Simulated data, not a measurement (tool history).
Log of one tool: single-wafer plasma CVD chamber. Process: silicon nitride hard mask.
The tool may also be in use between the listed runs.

run  hour  heater temperature setpoint (K)  chamber pressure (Pa)  RF power (kW)  deposition time (s)  mean film thickness on the monitor wafer (angstrom)
  1   0.0                           683.15                    192          0.310                 20.4                                               210.83
  2   6.3                           683.15                    215          0.310                 20.4                                               215.96
  3  15.2                           683.15                    209          0.305                 20.4                                               211.68
  4  20.0                           683.15                    188          0.305                 20.4                                               208.01
  5  22.8                           692.15                    188          0.305                 20.4                                               205.68
  6  31.5                           692.15                    185          0.305                 20.4                                               207.03
  7  34.4                           692.15                    183          0.300                 20.4                                               201.78
  8  40.4                           692.15                    183          0.300                 20.4                                               201.29
  9  45.9                           692.15                    181          0.300                 20.4                                               201.05
 10  50.5                           692.15                    181          0.300                 20.4                                               201.81

Estimate the outcome of run 11 from the log above:
 11  52.2                           692.15                    180          0.300                 20.4                                                    ?

For run 11 the tool returned mean film thickness on the monitor wafer (angstrom) 201.82.
